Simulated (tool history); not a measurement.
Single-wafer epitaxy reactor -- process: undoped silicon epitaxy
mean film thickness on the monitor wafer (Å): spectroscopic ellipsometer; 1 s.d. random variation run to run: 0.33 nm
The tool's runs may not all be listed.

run  hour  wafer temperature setpoint (pyrometer-controlled) (K)  deposition time (s)  mean film thickness on the monitor wafer (Å)
  1   0.0                                                 943.15                  208                                        581.10
  2   1.4                                                 949.15                  209                                        670.09
  3   9.7                                                 953.15                  209                                        736.98
  4  10.8                                                 953.15                  184                                        648.69
  5  11.7                                                 957.15                  188                                        727.93
  6  16.0                                                 950.15                  188                                        614.38
  7  18.4                                                 954.15                  191                                        688.85

Run 8 comes next. What will it give?
  8  26.3                                                 957.15                  193                                             ?

Logged for run 8: mean film thickness on the monitor wafer (Å) 747.80.

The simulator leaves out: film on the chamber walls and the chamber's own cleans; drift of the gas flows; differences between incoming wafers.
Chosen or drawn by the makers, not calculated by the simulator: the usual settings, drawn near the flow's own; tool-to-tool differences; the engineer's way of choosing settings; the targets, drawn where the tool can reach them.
